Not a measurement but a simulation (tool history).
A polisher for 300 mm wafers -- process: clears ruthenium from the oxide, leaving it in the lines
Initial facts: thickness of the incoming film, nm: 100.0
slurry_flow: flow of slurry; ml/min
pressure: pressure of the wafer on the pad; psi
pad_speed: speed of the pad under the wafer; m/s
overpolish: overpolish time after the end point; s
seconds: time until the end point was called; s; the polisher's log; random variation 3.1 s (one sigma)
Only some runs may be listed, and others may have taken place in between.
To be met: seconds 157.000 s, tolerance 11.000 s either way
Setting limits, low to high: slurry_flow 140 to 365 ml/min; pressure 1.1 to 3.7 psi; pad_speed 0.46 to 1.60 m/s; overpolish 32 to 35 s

| run | hour | slurry_flow | pressure | pad_speed | overpolish | seconds |
|---|---|---|---|---|---|---|
| 1 | 0.0 | 235 | 2.4 | 1.02 | 32 | 70.045 |
| 2 | 5.1 | 235 | 2.3 | 0.98 | 32 | 74.369 |
| 3 | 13.0 | 210 | 2.3 | 0.98 | 32 | 74.589 |
| 4 | 16.4 | 210 | 2.2 | 0.94 | 32 | 78.286 |
| 5 | 18.2 | 255 | 2.2 | 0.94 | 32 | 78.490 |
| 6 | 26.6 | 255 | 1.8 | 0.94 | 32 | 90.967 |
| 7 | 35.4 | 245 | 1.2 | 0.66 | 32 | 175.470 |
| 8 | 39.7 | 245 | 1.2 | 0.66 | 32 | 172.960 |

5 next moves are on the table. One of them brings every result within its allowed miss. Which?
| A | 44.0 | 210 | 1.6 | 0.60 | 32 | ? |
| B | 44.0 | 195 | 1.1 | 0.68 | 32 | ? |
| C | 44.0 | 360 | 1.1 | 0.66 | 32 | ? |
| D | 44.0 | 235 | 1.1 | 0.66 | 32 | ? |
| E | 44.0 | 210 | 1.3 | 0.56 | 32 | ? |

| move | seconds |
|---|---|
| A | 163.290 |
| B | 193.360 |
| C | 185.740 |
| D | 193.810 |
| E | 203.960 |
A: every result within its allowed miss
B: its largest miss is bigger than the last run's
C: its largest miss is bigger than the last run's
D: its largest miss is bigger than the last run's
E: its largest miss is bigger than the last run's
Answer: A
